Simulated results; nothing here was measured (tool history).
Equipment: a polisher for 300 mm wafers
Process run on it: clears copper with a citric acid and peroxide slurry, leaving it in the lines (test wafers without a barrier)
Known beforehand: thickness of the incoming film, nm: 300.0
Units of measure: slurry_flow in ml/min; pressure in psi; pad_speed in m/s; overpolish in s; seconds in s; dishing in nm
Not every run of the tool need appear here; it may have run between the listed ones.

| run | hour | slurry_flow | pressure | pad_speed | slurry_solids | overpolish | seconds | dishing |
|---|---|---|---|---|---|---|---|---|
| 1 | 0 | 255 | 2.6 | 1 | 1 | 20 | 156.27 | 20.365 |
| 2 | 6.3 | 255 | 2.1 | 1 | 1 | 20 | 190.5 | 18.426 |
| 3 | 9.2 | 255 | 1.8 | 1 | 1 | 20 | 218.33 | 16.212 |
| 4 | 17.1 | 255 | 2.2 | 1.04 | 1 | 18 | 169.99 | 17.455 |
| 5 | 19.8 | 255 | 1.9 | 1.04 | 1 | 18 | 208.41 | 15.247 |
| 6 | 26 | 255 | 2.3 | 1.06 | 1 | 17 | 164.83 | 17.924 |
| 7 | 30.2 | 255 | 3 | 1.12 | 1 | 7 | 122.84 | 10.831 |
| 8 | 32.7 | 255 | 3.1 | 1.16 | 1 | 9 | 117.03 | 14.728 |
| 9 | 33.3 | 260 | 3.8 | 1.28 | 1.05 | 8 | 83.38 | 16.89 |

Run 10 has not been measured yet. What should we expect?
| 10 | 42.1 | 260 | 3.8 | 1.3 | 1.05 | 9 | ? | ? |

seconds: 81.837 s
dishing: 19.274 nm
